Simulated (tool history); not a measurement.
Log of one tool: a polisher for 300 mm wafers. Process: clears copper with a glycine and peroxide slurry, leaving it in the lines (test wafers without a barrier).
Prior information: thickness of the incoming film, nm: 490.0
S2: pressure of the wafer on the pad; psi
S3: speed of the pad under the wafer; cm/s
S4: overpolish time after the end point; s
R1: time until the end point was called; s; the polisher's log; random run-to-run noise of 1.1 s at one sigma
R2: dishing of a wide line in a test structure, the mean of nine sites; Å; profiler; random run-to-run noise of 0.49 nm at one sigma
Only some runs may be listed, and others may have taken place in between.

run 1 hour=0 | flow_of_slurry_(ml/min)=175 S2=1.8 S3=98 S4=21 | R1=112.59 R2=517.01
run 2 hour=6 | flow_of_slurry_(ml/min)=175 S2=1.8 S3=98 S4=19 | R1=112.44 R2=477.64
run 3 hour=7 | flow_of_slurry_(ml/min)=175 S2=1.8 S3=98 S4=23 | R1=112.71 R2=568.99
run 4 hour=15.6 | flow_of_slurry_(ml/min)=175 S2=1.6 S3=98 S4=23 | R1=122.84 R2=508.21
run 5 hour=19 | flow_of_slurry_(ml/min)=175 S2=1.6 S3=100 S4=21 | R1=121.82 R2=484.06
run 6 hour=26.4 | flow_of_slurry_(ml/min)=175 S2=1.8 S3=100 S4=21 | R1=109.61 R2=519.05
-- hour=33.8 head pressure recalibrated
run 7 hour=33.8 | flow_of_slurry_(ml/min)=175 S2=1.7 S3=100 S4=19 | R1=123.24 R2=449.72

Run 8 is up next; what results do you expect?
run 8 hour=36.1 | flow_of_slurry_(ml/min)=180 S2=1.7 S3=102 S4=17 | R1=? R2=?

R1: 120.02 s
R2: 414.08 Å
